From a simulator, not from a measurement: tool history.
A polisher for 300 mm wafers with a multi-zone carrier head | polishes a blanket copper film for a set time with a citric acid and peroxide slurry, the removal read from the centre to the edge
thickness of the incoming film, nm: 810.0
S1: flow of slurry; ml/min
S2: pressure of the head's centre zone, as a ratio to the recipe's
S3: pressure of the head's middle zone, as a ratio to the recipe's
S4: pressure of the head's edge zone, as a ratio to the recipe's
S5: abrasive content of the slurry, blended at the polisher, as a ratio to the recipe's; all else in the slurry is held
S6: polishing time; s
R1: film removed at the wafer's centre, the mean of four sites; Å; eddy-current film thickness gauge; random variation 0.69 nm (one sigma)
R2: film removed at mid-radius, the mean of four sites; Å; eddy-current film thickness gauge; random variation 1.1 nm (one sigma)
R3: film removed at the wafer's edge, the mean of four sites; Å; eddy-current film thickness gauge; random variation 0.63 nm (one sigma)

run  hour   S1    S2    S3    S4    S5  S6       R1       R2       R3
  1   0.0  220  1.00  1.00  1.00  1.00  52  1498.00  1448.50  1489.40
  2   0.7  220  1.00  1.00  1.00  1.00  58  1681.60  1625.20  1670.90
  3   7.0  220  1.00  1.00  1.00  1.00  71  2030.50  1984.90  2031.70
  4  13.0  220  1.00  1.00  1.00  1.10  71  2060.10  2082.70  2093.20
  5  18.6  220  1.00  0.93  1.00  1.10  71  2102.60  1952.40  2079.30
  6  27.4  220  1.00  0.93  1.00  1.00  71  2051.70  1857.60  2029.20
  7  28.0  210  0.97  0.94  0.98  0.90  65  1751.40  1663.70  1800.40
  8  34.1  190  0.87  0.90  0.88  0.65  51  1149.10  1178.00  1266.20

Run 9 comes next. What will it give?
  9  40.7  160  0.82  0.85  0.82  0.50  37   ?   ?   ?

{"run 9": {"R1": 725.62, "R2": 781.45, "R3": 827.92}}
